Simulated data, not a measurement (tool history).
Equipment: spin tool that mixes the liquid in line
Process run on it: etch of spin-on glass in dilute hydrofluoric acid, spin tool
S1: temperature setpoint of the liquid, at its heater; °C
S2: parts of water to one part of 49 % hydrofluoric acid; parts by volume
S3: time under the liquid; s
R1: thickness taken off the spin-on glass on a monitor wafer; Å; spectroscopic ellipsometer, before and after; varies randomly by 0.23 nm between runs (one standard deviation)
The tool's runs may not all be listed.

| run | hour | S1 | S2 | S3 | R1 |
|---|---|---|---|---|---|
| 1 | 0.0 | 26.0 | 250 | 70 | 132.78 |
| 2 | 8.5 | 23.5 | 250 | 70 | 121.94 |
| 3 | 11.4 | 25.0 | 225 | 70 | 146.18 |
| 4 | 12.9 | 25.0 | 160 | 70 | 221.73 |
| 5 | 20.1 | 26.0 | 150 | 70 | 246.37 |
| 6 | 21.6 | 26.0 | 70 | 70 | 594.50 |

Run 7 comes next. What will it give?
| 7 | 25.3 | 25.5 | 70 | 70 | ? |

Run 7 produced R1 577.47 Å.

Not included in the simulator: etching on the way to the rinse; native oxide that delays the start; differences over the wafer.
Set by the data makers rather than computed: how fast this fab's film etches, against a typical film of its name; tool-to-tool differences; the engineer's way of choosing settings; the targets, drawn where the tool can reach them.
